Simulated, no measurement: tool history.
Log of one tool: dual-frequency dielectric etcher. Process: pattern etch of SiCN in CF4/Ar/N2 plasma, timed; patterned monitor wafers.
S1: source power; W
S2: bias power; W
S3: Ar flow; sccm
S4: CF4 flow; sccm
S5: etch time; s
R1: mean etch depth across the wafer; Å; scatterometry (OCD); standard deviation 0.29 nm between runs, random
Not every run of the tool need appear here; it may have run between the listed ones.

run 1 hour=0.0 | S1=580 S2=71 S3=80 S4=42 S5=78.5 | R1=820.54
run 2 hour=0.7 | S1=540 S2=70 S3=80 S4=42 S5=78.5 | R1=770.24
run 3 hour=8.0 | S1=540 S2=70 S3=80 S4=39 S5=78.5 | R1=752.39
run 4 hour=12.1 | S1=510 S2=70 S3=80 S4=39 S5=78.5 | R1=713.49
-- hour=12.9 bias power generator calibrated
run 5 hour=12.9 | S1=490 S2=70 S3=80 S4=39 S5=78.5 | R1=686.28
run 6 hour=14.7 | S1=490 S2=70 S3=80 S4=32 S5=78.5 | R1=663.23
run 7 hour=22.1 | S1=490 S2=70 S3=80 S4=32 S5=78.5 | R1=661.46

For run 8, what comes out?
run 8 hour=25.7 | S1=480 S2=70 S3=80 S4=32 S5=78.5 | R1=?

R1: 650.03 Å

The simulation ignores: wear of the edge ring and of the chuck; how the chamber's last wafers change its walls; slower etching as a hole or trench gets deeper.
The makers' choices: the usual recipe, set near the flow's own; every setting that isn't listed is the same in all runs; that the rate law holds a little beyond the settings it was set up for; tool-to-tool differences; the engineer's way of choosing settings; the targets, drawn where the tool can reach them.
